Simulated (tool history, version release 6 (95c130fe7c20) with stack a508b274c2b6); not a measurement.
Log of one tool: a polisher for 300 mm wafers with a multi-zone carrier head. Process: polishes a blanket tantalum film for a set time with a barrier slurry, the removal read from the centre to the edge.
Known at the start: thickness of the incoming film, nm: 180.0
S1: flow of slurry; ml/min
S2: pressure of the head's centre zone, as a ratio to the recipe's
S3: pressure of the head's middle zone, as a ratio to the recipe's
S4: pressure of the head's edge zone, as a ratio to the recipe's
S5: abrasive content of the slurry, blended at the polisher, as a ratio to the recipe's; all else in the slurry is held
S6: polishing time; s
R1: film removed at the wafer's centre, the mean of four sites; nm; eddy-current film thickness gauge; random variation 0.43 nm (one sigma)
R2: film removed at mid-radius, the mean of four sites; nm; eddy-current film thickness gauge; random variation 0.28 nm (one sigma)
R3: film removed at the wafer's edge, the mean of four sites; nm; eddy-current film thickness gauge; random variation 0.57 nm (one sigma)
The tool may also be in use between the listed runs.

Run 1, hour 0.0: S1 230 ml/min, S2 1.00, S3 1.00, S4 1.00, S5 1.00, S6 24 s. Result: R1 56.439 nm, R2 57.087 nm, R3 56.011 nm.
Run 2, hour 2.3: S1 225 ml/min, S2 0.98, S3 0.98, S4 1.00, S5 0.95, S6 23 s. Result: R1 52.594 nm, R2 53.045 nm, R3 54.800 nm.
Run 3, hour 3.1: S1 225 ml/min, S2 0.97, S3 0.98, S4 0.99, S5 0.90, S6 22 s. Result: R1 48.293 nm, R2 49.722 nm, R3 49.855 nm.
Run 4, hour 8.5: S1 220 ml/min, S2 0.95, S3 0.96, S4 0.98, S5 0.85, S6 22 s. Result: R1 45.352 nm, R2 46.853 nm, R3 48.047 nm.
Run 5, hour 17.5: S1 220 ml/min, S2 0.95, S3 0.96, S4 0.98, S5 0.65, S6 22 s. Result: R1 40.016 nm, R2 41.479 nm, R3 42.577 nm.
Run 6, hour 19.1: S1 220 ml/min, S2 0.95, S3 0.92, S4 0.98, S5 0.65, S6 22 s. Result: R1 39.591 nm, R2 38.911 nm, R3 42.627 nm.
Run 7, hour 27.0: S1 220 ml/min, S2 0.94, S3 0.91, S4 0.97, S5 0.65, S6 22 s. Result: R1 39.151 nm, R2 38.824 nm, R3 42.179 nm.
Run 8, hour 30.4: S1 215 ml/min, S2 0.93, S3 0.90, S4 0.96, S5 0.65, S6 22 s. Result: R1 38.971 nm, R2 38.780 nm, R3 41.406 nm.
Run 9, hour 37.0: S1 215 ml/min, S2 0.92, S3 0.89, S4 0.96, S5 0.65, S6 22 s. Result: R1 38.618 nm, R2 38.346 nm, R3 41.820 nm.
Run 10, hour 39.1: S1 215 ml/min, S2 0.91, S3 0.88, S4 0.96, S5 0.65, S6 22 s. Result: R1 38.512 nm, R2 37.709 nm, R3 43.008 nm.
Run 11, hour 40.3: S1 210 ml/min, S2 0.90, S3 0.88, S4 0.95, S5 0.65, S6 22 s. Result: R1 38.089 nm, R2 37.378 nm, R3 42.188 nm.
Run 12, hour 47.0: S1 180 ml/min, S2 0.81, S3 0.87, S4 0.91, S5 0.50, S6 22 s. Result: R1 26.477 nm, R2 29.547 nm, R3 32.924 nm.
Run 13, hour 52.3: S1 190 ml/min, S2 0.81, S3 0.87, S4 0.91, S5 0.50, S6 22 s. Result: R1 27.649 nm, R2 29.583 nm, R3 32.268 nm.

Run 14 comes next. What will it give?
Run 14, hour 55.1: S1 195 ml/min, S2 0.82, S3 0.88, S4 0.93, S5 0.50, S6 22 s. Result: R1 ?, R2 ?, R3 ?.

R1: 26.974 nm
R2: 30.528 nm
R3: 33.153 nm
